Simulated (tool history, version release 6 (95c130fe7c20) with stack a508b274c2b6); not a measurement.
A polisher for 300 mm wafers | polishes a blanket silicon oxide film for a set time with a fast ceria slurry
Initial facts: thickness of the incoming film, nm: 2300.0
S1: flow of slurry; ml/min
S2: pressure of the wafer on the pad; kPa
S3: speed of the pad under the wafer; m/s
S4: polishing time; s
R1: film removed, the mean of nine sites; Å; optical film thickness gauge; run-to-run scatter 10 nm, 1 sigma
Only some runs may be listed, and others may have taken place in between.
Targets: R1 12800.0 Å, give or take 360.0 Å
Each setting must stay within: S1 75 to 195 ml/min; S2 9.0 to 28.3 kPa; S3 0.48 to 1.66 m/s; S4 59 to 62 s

run,hour,S1,S2,S3,S4,R1
1,0.0,125,18.6,1.06,59,10130.0
2,7.1,125,18.6,0.94,59,9061.4
3,13.6,125,18.6,0.94,59,9031.9
4,18.3,135,20.0,0.94,59,9682.1
5,22.7,135,20.0,0.94,62,10278.0
6,26.5,135,20.0,0.70,62,7684.9
7,30.4,140,22.8,0.72,62,9163.0
8,35.3,175,27.6,0.74,62,11345.0
9,38.2,175,27.6,0.76,62,11800.0

Exactly one of the 4 candidate moves below puts every result within its allowed miss. Which one?
A,41.1,190,28.3,0.84,62,?
B,41.1,195,28.3,0.78,62,?
C,41.1,165,28.3,0.86,62,?
D,41.1,150,24.1,0.90,59,?

move,R1
A,13478.0
B,12590.0
C,13547.0
D,11394.0
A: takes the result that was furthest off past its target
B: each result inside its tolerance
C: takes the result that was furthest off past its target
D: lands further from the targets than the last run did
The right move is B.
